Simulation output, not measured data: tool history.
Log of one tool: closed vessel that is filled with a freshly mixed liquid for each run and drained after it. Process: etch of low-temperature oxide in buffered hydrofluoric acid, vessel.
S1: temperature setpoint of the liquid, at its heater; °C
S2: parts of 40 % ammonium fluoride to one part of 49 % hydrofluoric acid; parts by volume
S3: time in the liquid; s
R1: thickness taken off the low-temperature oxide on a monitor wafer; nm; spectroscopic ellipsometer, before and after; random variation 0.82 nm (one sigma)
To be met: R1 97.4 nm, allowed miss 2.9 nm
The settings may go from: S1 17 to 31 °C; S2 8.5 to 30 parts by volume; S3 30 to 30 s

run,day,S1,S2,S3,R1
1,0,23,23,30,51.058
2,0.167,23,26.5,30,46.06
3,0.542,24.5,24.5,30,52.767
4,0.908,24.5,19,30,63.377
5,1.108,22.5,19,30,57.143
6,1.429,25,19,30,64.805
7,1.633,25,19,30,65.913
8,1.667,26,18.5,30,70.513
9,1.954,27,18,30,75.288
10,2.283,27,18,30,77.491
11,2.621,27.5,18,30,78.806

Which of these 4 next moves meets every target?
A,2.958,30,18,30,?
B,2.958,27.5,15.5,30,?
C,2.958,31,17.5,30,?
D,2.958,28.5,17,30,?

move,R1
A,90.348
B,91.644
C,97.89
D,88.275
A: nearer than the last run, and not there yet
B: nearer than the last run, and not there yet
C: meets every target
D: nearer than the last run, and not there yet
The right move is C.
